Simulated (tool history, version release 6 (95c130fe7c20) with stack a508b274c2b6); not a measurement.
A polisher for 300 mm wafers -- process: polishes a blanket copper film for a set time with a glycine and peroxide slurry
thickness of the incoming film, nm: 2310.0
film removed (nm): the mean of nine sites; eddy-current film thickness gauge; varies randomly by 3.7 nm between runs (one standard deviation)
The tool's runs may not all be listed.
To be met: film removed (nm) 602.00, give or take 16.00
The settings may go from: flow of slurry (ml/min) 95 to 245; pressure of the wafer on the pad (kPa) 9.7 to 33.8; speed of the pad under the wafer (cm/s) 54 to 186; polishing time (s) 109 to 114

run  hour  flow of slurry (ml/min)  pressure of the wafer on the pad (kPa)  speed of the pad under the wafer (cm/s)  polishing time (s)  film removed (nm)
  1   0.0                      155                                    21.4                                      118                 109             710.07
  2   4.4                      155                                    21.4                                      118                 109             705.56
  3  10.7                      155                                    21.4                                      118                 114             737.67
  4  16.7                      155                                    21.4                                      118                 114             748.72
  5  19.8                      185                                    21.4                                      118                 114             766.22
  6  24.0                      185                                    21.4                                       90                 114             625.84
  7  31.1                      180                                    21.4                                       90                 114             616.42
     35.6  -- head pressure recalibrated
  8  35.6                      180                                    21.4                                       90                 114             652.23

Next run, 4 choices. One meets every target within its allowed miss, the rest don't. Which?
  A  40.1                      160                                    24.1                                       94                 113                  ?
  B  40.1                      175                                    27.6                                       66                 109                  ?
  C  40.1                      180                                    25.5                                       94                 109                  ?
  D  40.1                      125                                    24.1                                       88                 113                  ?

move  film removed (nm)
   A             726.10
   B             607.57
   C             746.84
   D             656.41
A: further off than the last run
B: every result lands within tolerance
C: further off than the last run
D: further off than the last run
The move that meets every target is B.
